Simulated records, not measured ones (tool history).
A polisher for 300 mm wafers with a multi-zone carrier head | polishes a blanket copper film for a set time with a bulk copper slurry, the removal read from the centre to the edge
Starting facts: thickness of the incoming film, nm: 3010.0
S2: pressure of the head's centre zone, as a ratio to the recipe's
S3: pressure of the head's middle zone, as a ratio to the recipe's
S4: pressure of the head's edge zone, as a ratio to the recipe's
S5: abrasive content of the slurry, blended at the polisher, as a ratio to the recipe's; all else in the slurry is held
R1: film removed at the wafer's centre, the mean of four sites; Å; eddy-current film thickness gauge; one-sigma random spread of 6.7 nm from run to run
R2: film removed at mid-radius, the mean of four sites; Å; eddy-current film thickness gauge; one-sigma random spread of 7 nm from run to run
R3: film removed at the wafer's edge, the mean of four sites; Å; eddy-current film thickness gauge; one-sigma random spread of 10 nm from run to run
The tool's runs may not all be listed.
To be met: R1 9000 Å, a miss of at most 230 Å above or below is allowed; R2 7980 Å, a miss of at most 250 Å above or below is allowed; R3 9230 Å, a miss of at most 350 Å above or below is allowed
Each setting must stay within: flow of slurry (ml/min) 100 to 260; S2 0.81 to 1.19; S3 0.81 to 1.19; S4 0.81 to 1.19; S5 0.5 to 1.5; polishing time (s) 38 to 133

run 1 day=0 | flow_of_slurry_(ml/min)=165 S2=1 S3=1 S4=1 S5=1 polishing_time_(s)=85 | R1=6400.7 R2=6467.9 R3=6342.4
run 2 day=0.229 | flow_of_slurry_(ml/min)=165 S2=1 S3=1 S4=1 S5=1 polishing_time_(s)=103 | R1=7850 R2=7759.1 R3=7776.2
run 3 day=0.375 | flow_of_slurry_(ml/min)=175 S2=1 S3=0.99 S4=1.02 S5=1 polishing_time_(s)=103 | R1=7899.4 R2=7693.6 R3=7947.5
run 4 day=0.554 | flow_of_slurry_(ml/min)=175 S2=1 S3=0.99 S4=1.02 S5=1 polishing_time_(s)=115 | R1=8863.5 R2=8634.1 R3=8795.6
run 5 day=0.846 | flow_of_slurry_(ml/min)=175 S2=1 S3=0.99 S4=1.02 S5=1 polishing_time_(s)=96 | R1=7271.7 R2=7230.7 R3=7357.4
run 6 day=1.088 | flow_of_slurry_(ml/min)=175 S2=1 S3=1.03 S4=1.02 S5=1 polishing_time_(s)=96 | R1=7323.8 R2=7574.9 R3=7360
run 7 day=1.167 | flow_of_slurry_(ml/min)=180 S2=1.01 S3=1.02 S4=1.04 S5=1.05 polishing_time_(s)=96 | R1=7525.1 R2=7569.6 R3=7500.6
run 8 day=1.204 | flow_of_slurry_(ml/min)=185 S2=1.01 S3=1.01 S4=1.06 S5=1.1 polishing_time_(s)=96 | R1=7682.6 R2=7678.3 R3=7775.9
run 9 day=1.483 | flow_of_slurry_(ml/min)=190 S2=1.02 S3=1 S4=1.08 S5=1.1 polishing_time_(s)=96 | R1=7874.7 R2=7462.4 R3=7708.7
run 10 day=1.625 | flow_of_slurry_(ml/min)=195 S2=1.02 S3=0.99 S4=1.09 S5=1.15 polishing_time_(s)=96 | R1=7808.5 R2=7757.1 R3=8048.5
run 11 day=1.788 | flow_of_slurry_(ml/min)=200 S2=1.03 S3=0.98 S4=1.1 S5=1.15 polishing_time_(s)=96 | R1=7925.5 R2=7532.3 R3=8039.2

5 candidate next runs follow, results not yet known. Just one meets every target within its allowed miss. Identify it.
run A day=1.95 | flow_of_slurry_(ml/min)=215 S2=1.16 S3=1.11 S4=0.97 S5=1.1 polishing_time_(s)=88 | R1=? R2=? R3=?
run B day=1.95 | flow_of_slurry_(ml/min)=190 S2=1.19 S3=1.19 S4=0.91 S5=1.05 polishing_time_(s)=88 | R1=? R2=? R3=?
run C day=1.95 | flow_of_slurry_(ml/min)=220 S2=1.04 S3=0.91 S4=1.16 S5=1.15 polishing_time_(s)=107 | R1=? R2=? R3=?
run D day=1.95 | flow_of_slurry_(ml/min)=215 S2=0.96 S3=0.95 S4=1.04 S5=1.1 polishing_time_(s)=91 | R1=? R2=? R3=?
run E day=1.95 | flow_of_slurry_(ml/min)=140 S2=1.07 S3=0.87 S4=1.19 S5=0.9 polishing_time_(s)=114 | R1=? R2=? R3=?

move=A R1=8209.6 R2=7673 R3=6905.4
move=B R1=8166.5 R2=7918 R3=6538.3
move=C R1=9080.3 R2=7991.4 R3=9311.6
move=D R1=7054.4 R2=6960.2 R3=7401.6
move=E R1=8620.4 R2=7184.2 R3=9007.6
A: moves away from the targets compared with the last run
B: moves away from the targets compared with the last run
C: in spec on every target
D: moves away from the targets compared with the last run
E: closes in on the targets versus the last run, not all within tolerance yet
Answer: C
